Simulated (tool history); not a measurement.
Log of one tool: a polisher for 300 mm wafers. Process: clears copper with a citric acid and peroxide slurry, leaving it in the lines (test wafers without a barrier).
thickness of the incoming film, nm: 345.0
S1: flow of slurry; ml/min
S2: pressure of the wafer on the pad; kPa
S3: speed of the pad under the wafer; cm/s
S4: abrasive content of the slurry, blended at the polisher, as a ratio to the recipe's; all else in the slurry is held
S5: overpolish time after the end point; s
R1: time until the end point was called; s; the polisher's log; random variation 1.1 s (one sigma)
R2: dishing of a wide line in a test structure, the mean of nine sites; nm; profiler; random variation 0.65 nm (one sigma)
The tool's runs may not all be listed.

{"run": 1, "hour": 0.0, "S1": 250, "S2": 17.2, "S3": 112, "S4": 1, "S5": 15, "R1": 193.93, "R2": 20.37}
{"run": 2, "hour": 2.2, "S1": 250, "S2": 21.4, "S3": 112, "S4": 1, "S5": 15, "R1": 156.32, "R2": 25.276}
{"run": 3, "hour": 4.7, "S1": 255, "S2": 22.8, "S3": 112, "S4": 1, "S5": 14, "R1": 146.5, "R2": 25.712}
{"run": 4, "hour": 6.7, "S1": 315, "S2": 22.8, "S3": 112, "S4": 1, "S5": 14, "R1": 145.93, "R2": 26.239}
{"run": 5, "hour": 8.5, "S1": 295, "S2": 22.8, "S3": 112, "S4": 1, "S5": 14, "R1": 146.39, "R2": 25.37}
{"run": 6, "hour": 14.6, "S1": 295, "S2": 24.1, "S3": 112, "S4": 1, "S5": 14, "R1": 137.99, "R2": 26.915}

The next listed run, before its measurement:
{"run": 7, "hour": 21.4, "S1": 295, "S2": 24.8, "S3": 112, "S4": 1, "S5": 14, "R1": "?", "R2": "?"}

R1: 135.41 s
R2: 27.159 nm
